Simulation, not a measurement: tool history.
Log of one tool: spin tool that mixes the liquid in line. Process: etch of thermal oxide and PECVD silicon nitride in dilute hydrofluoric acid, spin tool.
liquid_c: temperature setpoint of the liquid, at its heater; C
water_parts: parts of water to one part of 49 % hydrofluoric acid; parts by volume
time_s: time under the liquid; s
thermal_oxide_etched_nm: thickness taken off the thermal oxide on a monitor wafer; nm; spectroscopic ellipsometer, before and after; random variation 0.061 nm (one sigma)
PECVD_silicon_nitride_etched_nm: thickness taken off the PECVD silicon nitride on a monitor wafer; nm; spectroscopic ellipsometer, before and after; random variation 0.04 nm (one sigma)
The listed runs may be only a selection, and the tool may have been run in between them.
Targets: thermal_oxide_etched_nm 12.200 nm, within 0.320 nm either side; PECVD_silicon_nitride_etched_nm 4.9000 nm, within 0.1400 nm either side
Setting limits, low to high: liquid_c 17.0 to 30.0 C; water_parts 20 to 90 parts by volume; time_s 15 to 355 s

run	hour	liquid_c	water_parts	time_s	thermal_oxide_etched_nm	PECVD_silicon_nitride_etched_nm
1	0.0	22.0	50	180	14.257	6.6824
2	7.4	22.0	50	255	20.193	9.4309
3	14.4	22.0	50	315	24.916	11.3930
4	19.2	22.0	50	280	22.095	10.2080
5	20.0	22.0	55	280	19.973	9.4645
6	23.3	19.5	55	280	17.994	7.9497
7	28.3	17.0	70	270	12.161	5.1294
8	34.5	17.0	70	265	11.813	4.9308
9	42.5	17.0	70	260	11.609	4.9245
10	46.4	17.0	70	260	11.603	4.8794
11	51.8	17.0	70	255	11.445	4.7732
12	54.5	17.0	70	250	11.144	4.7528
13	57.5	17.0	65	245	11.814	4.9148
14	59.2	17.0	65	240	11.608	4.8791
15	61.4	17.0	60	235	12.492	5.0785

Exercise: of the 5 proposed moves below, exactly one satisfies all targets within the stated allowed misses. Which move is it?
A	63.6	17.5	65	250	?	?
B	63.6	19.5	60	200	?	?
C	63.6	18.0	70	265	?	?
D	63.6	17.0	45	170	?	?
E	63.6	17.5	60	235	?	?

move	thermal_oxide_etched_nm	PECVD_silicon_nitride_etched_nm
A	12.352	5.2279
B	11.724	5.1992
C	12.352	5.3410
D	12.141	4.9003
E	12.649	5.3112
A: lands further from the targets than the last run did
B: lands further from the targets than the last run did
C: lands further from the targets than the last run did
D: all results land within tolerance of their targets
E: lands further from the targets than the last run did
D meets every target.
